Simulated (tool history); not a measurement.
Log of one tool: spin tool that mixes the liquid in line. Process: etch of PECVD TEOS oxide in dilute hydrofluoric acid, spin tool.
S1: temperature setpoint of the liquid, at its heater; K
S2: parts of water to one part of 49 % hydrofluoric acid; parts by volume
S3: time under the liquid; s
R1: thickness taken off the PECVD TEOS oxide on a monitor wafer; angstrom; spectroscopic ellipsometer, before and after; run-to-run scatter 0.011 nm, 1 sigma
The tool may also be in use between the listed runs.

run 1 hour=0.0 | S1=297.15 S2=195 S3=15 | R1=19.668
run 2 hour=5.2 | S1=295.15 S2=195 S3=15 | R1=18.133
run 3 hour=9.7 | S1=295.15 S2=195 S3=15 | R1=17.974
run 4 hour=11.9 | S1=295.15 S2=165 S3=15 | R1=22.459
run 5 hour=20.6 | S1=292.15 S2=165 S3=15 | R1=20.191
run 6 hour=26.8 | S1=293.65 S2=165 S3=15 | R1=20.965
run 7 hour=35.7 | S1=293.65 S2=165 S3=15 | R1=21.054
run 8 hour=43.8 | S1=293.15 S2=175 S3=15 | R1=19.115

Run 9, settings as shown, results not yet in. Your forecast:
run 9 hour=48.4 | S1=292.65 S2=180 S3=15 | R1=?

R1: 18.106 angstrom
